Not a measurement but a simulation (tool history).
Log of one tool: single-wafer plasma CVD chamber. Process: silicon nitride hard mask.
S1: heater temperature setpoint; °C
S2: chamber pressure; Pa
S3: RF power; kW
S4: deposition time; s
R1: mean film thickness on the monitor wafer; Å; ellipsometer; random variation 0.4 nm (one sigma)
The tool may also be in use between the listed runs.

run 1 hour=0 | S1=405 S2=227 S3=0.37 S4=59.1 | R1=767.46
run 2 hour=3 | S1=405 S2=227 S3=0.39 S4=59.1 | R1=802.03
run 3 hour=8.9 | S1=405 S2=241 S3=0.39 S4=59.1 | R1=827.03
run 4 hour=10.4 | S1=415 S2=241 S3=0.39 S4=59.1 | R1=812.82
run 5 hour=16.1 | S1=415 S2=241 S3=0.345 S4=59.1 | R1=733.35
run 6 hour=23.3 | S1=415 S2=260 S3=0.345 S4=59.1 | R1=743.4

Forecast run 7:
run 7 hour=30.8 | S1=415 S2=267 S3=0.35 S4=59.1 | R1=?

R1: 759.06 Å

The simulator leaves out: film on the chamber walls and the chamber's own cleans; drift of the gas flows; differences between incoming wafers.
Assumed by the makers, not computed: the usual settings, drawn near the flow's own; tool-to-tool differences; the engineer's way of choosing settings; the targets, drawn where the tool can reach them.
